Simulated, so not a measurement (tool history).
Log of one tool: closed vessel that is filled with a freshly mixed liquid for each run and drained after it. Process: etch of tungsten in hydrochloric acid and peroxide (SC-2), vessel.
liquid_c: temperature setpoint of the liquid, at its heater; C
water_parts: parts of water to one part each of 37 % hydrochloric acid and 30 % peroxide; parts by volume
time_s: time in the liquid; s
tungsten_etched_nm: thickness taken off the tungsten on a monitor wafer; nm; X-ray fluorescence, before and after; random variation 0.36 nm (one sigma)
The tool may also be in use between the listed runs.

run    day  liquid_c  water_parts  time_s  tungsten_etched_nm
  1  0.000      54.0          8.0     190              48.603
  2  0.379      54.0          5.5     190              64.854
  3  0.746      54.0          5.5     190              64.819
  4  1.117      55.5          5.5     190              71.947
  5  1.308      56.5          5.5     190              75.499
  6  1.388      57.5          5.5     190              81.075
  7  1.767      58.0          5.5     190              84.077

Forecast run 8:
  8  1.996      58.5          5.5     190                   ?

{"run 8": {"tungsten_etched_nm": 86.25}}
